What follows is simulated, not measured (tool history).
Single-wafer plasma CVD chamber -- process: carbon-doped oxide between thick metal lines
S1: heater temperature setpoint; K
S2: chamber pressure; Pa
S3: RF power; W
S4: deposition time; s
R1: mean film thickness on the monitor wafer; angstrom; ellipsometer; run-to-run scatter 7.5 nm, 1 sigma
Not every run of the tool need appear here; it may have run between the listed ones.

| run | day | S1 | S2 | S3 | S4 | R1 |
|---|---|---|---|---|---|---|
| 1 | 0.000 | 608.15 | 680 | 580 | 303 | 17617 |
| 2 | 0.279 | 609.15 | 663 | 565 | 303 | 17280 |
| 3 | 0.400 | 610.15 | 648 | 550 | 303 | 16787 |
| 4 | 0.558 | 611.15 | 631 | 540 | 303 | 16526 |
| 5 | 0.608 | 612.15 | 615 | 530 | 303 | 16065 |
| 6 | 0.788 | 613.15 | 599 | 525 | 303 | 16001 |

Forecast run 7:
| 7 | 1.042 | 614.15 | 585 | 520 | 303 | ? |

{"run 7": {"R1": 15676}}
